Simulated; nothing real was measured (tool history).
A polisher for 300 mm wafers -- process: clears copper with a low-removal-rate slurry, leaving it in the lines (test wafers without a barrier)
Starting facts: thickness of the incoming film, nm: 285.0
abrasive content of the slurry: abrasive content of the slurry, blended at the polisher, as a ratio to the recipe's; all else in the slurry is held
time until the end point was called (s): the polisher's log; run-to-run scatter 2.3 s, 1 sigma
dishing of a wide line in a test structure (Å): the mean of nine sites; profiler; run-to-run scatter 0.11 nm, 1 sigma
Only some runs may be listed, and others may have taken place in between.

| run | hour | flow of slurry (ml/min) | pressure of the wafer on the pad (kPa) | speed of the pad under the wafer (m/s) | abrasive content of the slurry | overpolish time after the end point (s) | time until the end point was called (s) | dishing of a wide line in a test structure (Å) |
|---|---|---|---|---|---|---|---|---|
| 1 | 0 | 175 | 15.9 | 0.98 | 1 | 27 | 131.02 | 323.75 |
| 2 | 7.2 | 150 | 15.9 | 0.98 | 1 | 27 | 135.25 | 308.33 |
| 3 | 10 | 150 | 15.9 | 0.86 | 1 | 27 | 152.23 | 286.65 |
| 4 | 16.9 | 150 | 14.5 | 0.86 | 1 | 27 | 157.22 | 276.03 |
| 5 | 24.3 | 150 | 11 | 0.86 | 1 | 27 | 203.39 | 230.33 |
| 6 | 28.4 | 150 | 14.5 | 0.86 | 1 | 27 | 163.28 | 272.39 |
| 7 | 34.1 | 135 | 11.7 | 0.98 | 0.85 | 21 | 185.4 | 201.47 |
| 8 | 41 | 125 | 10.3 | 1.1 | 0.75 | 17 | 192.9 | 165.18 |
| 9 | 42.3 | 125 | 10.3 | 1.1 | 0.75 | 17 | 188.18 | 164.01 |

Predict the results of run 10:
| 10 | 49.2 | 150 | 6.9 | 1.22 | 0.8 | 8 | ? | ? |

{"run 10": {"time until the end point was called (s)": 222.75, "dishing of a wide line in a test structure (Å)": 72.174}}
